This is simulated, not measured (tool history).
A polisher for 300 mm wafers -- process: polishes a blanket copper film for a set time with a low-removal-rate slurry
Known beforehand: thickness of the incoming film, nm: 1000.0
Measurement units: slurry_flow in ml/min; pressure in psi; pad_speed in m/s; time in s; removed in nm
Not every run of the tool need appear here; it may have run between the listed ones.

| run | day | slurry_flow | pressure | pad_speed | slurry_solids | time | removed |
|---|---|---|---|---|---|---|---|
| 1 | 0.000 | 305 | 1.9 | 1.20 | 1.00 | 47 | 96.837 |
| 2 | 0.242 | 250 | 1.9 | 1.20 | 1.00 | 47 | 91.871 |
| 3 | 0.392 | 250 | 1.9 | 1.20 | 1.15 | 47 | 98.018 |
| 4 | 0.754 | 210 | 1.9 | 1.20 | 1.15 | 47 | 94.011 |
| 5 | 0.962 | 250 | 1.9 | 1.20 | 1.15 | 47 | 94.784 |
| 6 | 1.008 | 185 | 1.9 | 1.20 | 1.15 | 47 | 91.762 |

Expected results for the next run?
| 7 | 1.375 | 185 | 1.8 | 1.20 | 1.15 | 47 | ? |

{"run 7": {"removed": 87.488}}

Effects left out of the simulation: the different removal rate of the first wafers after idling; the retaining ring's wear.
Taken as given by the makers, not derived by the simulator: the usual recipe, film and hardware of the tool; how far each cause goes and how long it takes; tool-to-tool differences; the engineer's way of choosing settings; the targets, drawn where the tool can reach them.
